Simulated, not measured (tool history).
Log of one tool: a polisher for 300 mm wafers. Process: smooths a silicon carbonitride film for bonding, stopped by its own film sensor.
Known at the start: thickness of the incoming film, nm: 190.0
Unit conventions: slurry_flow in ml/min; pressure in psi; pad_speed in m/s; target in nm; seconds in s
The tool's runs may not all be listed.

run,day,slurry_flow,pressure,pad_speed,slurry_solids,target,seconds
1,0.000,290,2.6,1.16,1.0,171,42.832
2,0.162,290,2.8,1.16,1.0,171,40.528
3,0.258,290,2.8,1.16,0.8,171,47.347
4,0.500,290,3.1,1.18,0.8,171,42.403
5,0.554,290,3.3,1.22,0.8,171,38.531
6,0.579,290,3.5,1.24,0.8,171,35.427
7,0.688,290,3.6,1.24,0.8,171,35.025
8,0.971,290,3.7,1.26,0.8,171,33.793
9,1.225,290,3.8,1.28,0.8,171,33.030

Run 10 is up next; what results do you expect?
10,1.442,290,3.9,1.30,0.8,171,?

{"run 10": {"seconds": 31.538}}

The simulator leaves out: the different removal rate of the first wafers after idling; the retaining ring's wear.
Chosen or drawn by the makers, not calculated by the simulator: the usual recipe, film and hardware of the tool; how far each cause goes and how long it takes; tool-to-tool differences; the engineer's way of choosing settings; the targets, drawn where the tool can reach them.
